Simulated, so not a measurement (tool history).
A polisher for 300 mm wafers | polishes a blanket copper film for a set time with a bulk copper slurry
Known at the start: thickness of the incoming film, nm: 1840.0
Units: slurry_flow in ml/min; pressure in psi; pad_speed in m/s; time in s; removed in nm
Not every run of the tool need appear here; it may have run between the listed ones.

run 1 hour=0.0 | slurry_flow=285 pressure=2.3 pad_speed=1.42 slurry_solids=1.0 time=45 | removed=539.21
run 2 hour=5.4 | slurry_flow=285 pressure=2.3 pad_speed=1.42 slurry_solids=1.0 time=45 | removed=535.00
run 3 hour=12.1 | slurry_flow=285 pressure=2.3 pad_speed=1.42 slurry_solids=1.2 time=45 | removed=555.94
run 4 hour=19.3 | slurry_flow=280 pressure=1.9 pad_speed=1.42 slurry_solids=1.2 time=45 | removed=495.87
run 5 hour=20.9 | slurry_flow=315 pressure=1.9 pad_speed=1.42 slurry_solids=1.2 time=45 | removed=509.56
run 6 hour=22.0 | slurry_flow=285 pressure=1.6 pad_speed=1.38 slurry_solids=1.2 time=45 | removed=440.23
run 7 hour=30.0 | slurry_flow=265 pressure=1.4 pad_speed=1.34 slurry_solids=1.2 time=45 | removed=397.95
run 8 hour=31.9 | slurry_flow=255 pressure=1.3 pad_speed=1.32 slurry_solids=1.2 time=45 | removed=376.24

Run 9 has not been measured yet. What should we expect?
run 9 hour=36.2 | slurry_flow=245 pressure=1.2 pad_speed=1.30 slurry_solids=1.2 time=45 | removed=?

Run 9 produced removed 355.52 nm.
